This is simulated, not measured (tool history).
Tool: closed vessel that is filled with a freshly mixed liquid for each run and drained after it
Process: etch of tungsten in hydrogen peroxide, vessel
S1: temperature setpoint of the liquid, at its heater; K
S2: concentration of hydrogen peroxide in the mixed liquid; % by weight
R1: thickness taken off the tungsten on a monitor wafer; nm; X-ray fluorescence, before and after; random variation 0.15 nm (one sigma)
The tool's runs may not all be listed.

run 1 hour=0.0 | S1=324.15 S2=20.5 time_in_the_liquid_(s)=30 | R1=51.323
run 2 hour=1.8 | S1=322.65 S2=20.5 time_in_the_liquid_(s)=30 | R1=46.939
run 3 hour=4.8 | S1=327.65 S2=20.5 time_in_the_liquid_(s)=30 | R1=63.264
run 4 hour=6.1 | S1=327.65 S2=20.5 time_in_the_liquid_(s)=30 | R1=63.868
run 5 hour=9.0 | S1=325.15 S2=20.5 time_in_the_liquid_(s)=30 | R1=54.544
run 6 hour=13.1 | S1=323.65 S2=20.5 time_in_the_liquid_(s)=30 | R1=49.512

Forecast run 7:
run 7 hour=21.8 | S1=322.65 S2=20.5 time_in_the_liquid_(s)=30 | R1=?

Run 7 gave R1 46.928 nm.

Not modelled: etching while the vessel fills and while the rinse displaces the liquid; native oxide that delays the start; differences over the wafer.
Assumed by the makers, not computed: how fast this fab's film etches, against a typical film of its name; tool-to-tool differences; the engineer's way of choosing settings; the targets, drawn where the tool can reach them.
